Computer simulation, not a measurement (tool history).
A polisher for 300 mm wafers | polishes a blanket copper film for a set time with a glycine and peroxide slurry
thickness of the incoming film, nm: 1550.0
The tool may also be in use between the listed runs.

run    day  flow of slurry (ml/min)  pressure of the wafer on the pad (psi)  speed of the pad under the wafer (cm/s)  polishing time (s)  film removed (angstrom)
  1      0                      125                                     2.8                                       86                 104                   3924.4
  2  0.138                      125                                     2.3                                       86                 104                   3354.5
  3  0.517                      125                                     2.3                                       86                 109                   3547.4
  4  0.875                      125                                     2.3                                       96                 109                   3863.2
  5  1.054                      130                                     2.5                                       96                 109                   4125.3
  6  1.233                      130                                     1.8                                       96                 109                   3261.2
     1.525  -- slurry nozzle cleaned
  7  1.525                      135                                     2.1                                       96                 109                   3900.2
  8  1.642                      145                                     2.1                                       96                 109                   3910.3
  9  1.854                      155                                     2.2                                       96                 109                   4145.8
 10  2.112                      160                                     2.3                                       96                 109                   4248.4

Forecast run 11:
 11  2.412                      165                                     2.4                                       96                 109                        ?

Run 11 gave film removed (angstrom) 4497.8.
